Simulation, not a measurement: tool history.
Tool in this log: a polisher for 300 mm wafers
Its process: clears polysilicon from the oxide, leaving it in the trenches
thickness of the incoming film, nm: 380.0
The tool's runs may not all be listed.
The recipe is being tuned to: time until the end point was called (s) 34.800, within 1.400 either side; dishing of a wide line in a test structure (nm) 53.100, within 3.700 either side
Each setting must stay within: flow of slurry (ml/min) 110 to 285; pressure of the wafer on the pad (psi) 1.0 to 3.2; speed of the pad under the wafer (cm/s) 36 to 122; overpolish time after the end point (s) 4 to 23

| run | hour | flow of slurry (ml/min) | pressure of the wafer on the pad (psi) | speed of the pad under the wafer (cm/s) | overpolish time after the end point (s) | time until the end point was called (s) | dishing of a wide line in a test structure (nm) |
|---|---|---|---|---|---|---|---|
| 1 | 0.0 | 180 | 2.1 | 78 | 12 | 52.820 | 48.134 |
| 2 | 4.2 | 180 | 2.2 | 78 | 12 | 52.188 | 47.900 |
| 3 | 10.2 | 180 | 2.4 | 78 | 12 | 48.258 | 48.597 |
| 4 | 18.1 | 180 | 2.4 | 70 | 12 | 53.196 | 49.125 |
| 5 | 22.3 | 180 | 2.4 | 54 | 12 | 68.519 | 43.531 |
| 6 | 26.8 | 160 | 2.4 | 54 | 12 | 69.087 | 41.513 |
| 7 | 30.3 | 165 | 2.5 | 58 | 12 | 62.508 | 44.538 |
| 8 | 31.9 | 170 | 2.6 | 62 | 12 | 57.307 | 46.931 |
| 9 | 36.8 | 175 | 2.7 | 66 | 11 | 50.454 | 46.687 |
| 10 | 43.0 | 180 | 2.8 | 68 | 11 | 48.381 | 48.281 |
| 11 | 45.2 | 180 | 2.8 | 68 | 11 | 47.908 | 49.155 |
| 12 | 53.0 | 185 | 2.9 | 70 | 11 | 44.321 | 50.354 |
| 13 | 59.2 | 190 | 3.0 | 72 | 11 | 41.708 | 51.803 |
| 14 | 65.3 | 190 | 3.0 | 74 | 11 | 41.149 | 51.530 |
| 15 | 69.7 | 190 | 3.0 | 76 | 11 | 40.470 | 51.578 |
| 16 | 71.1 | 195 | 3.1 | 80 | 10 | 37.721 | 52.256 |

5 next moves are on the table. One of them brings every result within its allowed miss. Which?
| A | 72.5 | 220 | 3.0 | 80 | 19 | ? | ? |
| B | 72.5 | 205 | 3.2 | 82 | 19 | ? | ? |
| C | 72.5 | 130 | 2.9 | 104 | 17 | ? | ? |
| D | 72.5 | 210 | 3.2 | 82 | 10 | ? | ? |
| E | 72.5 | 265 | 2.9 | 94 | 9 | ? | ? |

| move | time until the end point was called (s) | dishing of a wide line in a test structure (nm) |
|---|---|---|
| A | 37.784 | 63.167 |
| B | 35.102 | 63.733 |
| C | 32.202 | 63.552 |
| D | 35.009 | 55.295 |
| E | 32.668 | 54.589 |
A: lands further from the targets than the last run did
B: brings the last run's worst result on target, with another outside its allowed miss
C: the result that was furthest off in the last run now lies on the other side of its target
D: in spec on every target
E: the result that was furthest off in the last run now lies on the other side of its target
D meets every target.
